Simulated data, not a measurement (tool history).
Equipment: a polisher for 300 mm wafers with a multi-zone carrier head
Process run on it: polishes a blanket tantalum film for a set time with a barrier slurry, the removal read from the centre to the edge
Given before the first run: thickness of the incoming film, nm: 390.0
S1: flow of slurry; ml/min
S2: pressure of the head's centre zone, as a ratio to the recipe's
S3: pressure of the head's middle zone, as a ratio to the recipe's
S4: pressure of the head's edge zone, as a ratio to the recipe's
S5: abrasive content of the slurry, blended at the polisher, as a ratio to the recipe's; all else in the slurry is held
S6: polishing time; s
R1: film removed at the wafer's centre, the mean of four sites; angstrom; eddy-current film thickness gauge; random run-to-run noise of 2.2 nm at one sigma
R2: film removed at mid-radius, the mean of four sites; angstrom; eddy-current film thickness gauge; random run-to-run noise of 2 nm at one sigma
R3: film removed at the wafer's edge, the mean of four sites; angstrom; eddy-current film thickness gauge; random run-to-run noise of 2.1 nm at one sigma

Run 1, hour 0.0: S1 195 ml/min, S2 1.00, S3 1.00, S4 1.00, S5 1.00, S6 39 s. Result: R1 1107.70 angstrom, R2 1177.6 angstrom, R3 1179.4 angstrom.
Run 2, hour 2.2: S1 195 ml/min, S2 1.00, S3 1.00, S4 0.93, S5 1.00, S6 39 s. Result: R1 1085.20 angstrom, R2 1172.1 angstrom, R3 1119.3 angstrom.
Run 3, hour 3.7: S1 195 ml/min, S2 0.92, S3 1.00, S4 0.93, S5 1.00, S6 39 s. Result: R1 1009.20 angstrom, R2 1168.2 angstrom, R3 1117.8 angstrom.
Run 4, hour 5.8: S1 195 ml/min, S2 0.92, S3 1.00, S4 0.93, S5 0.85, S6 39 s. Result: R1 953.19 angstrom, R2 1126.1 angstrom, R3 1088.3 angstrom.
Run 5, hour 6.6: S1 195 ml/min, S2 0.87, S3 1.00, S4 0.93, S5 0.85, S6 39 s. Result: R1 942.57 angstrom, R2 1131.8 angstrom, R3 1081.9 angstrom.
Run 6, hour 9.2: S1 240 ml/min, S2 0.87, S3 1.00, S4 0.93, S5 0.85, S6 39 s. Result: R1 935.62 angstrom, R2 1159.6 angstrom, R3 1116.0 angstrom.

Forecast run 7:
Run 7, hour 14.4: S1 240 ml/min, S2 0.87, S3 1.00, S4 0.93, S5 0.85, S6 39 s. Result: R1 ?, R2 ?, R3 ?.

Run 7 measured R1 937.55 angstrom, R2 1151.0 angstrom, R3 1107.2 angstrom.
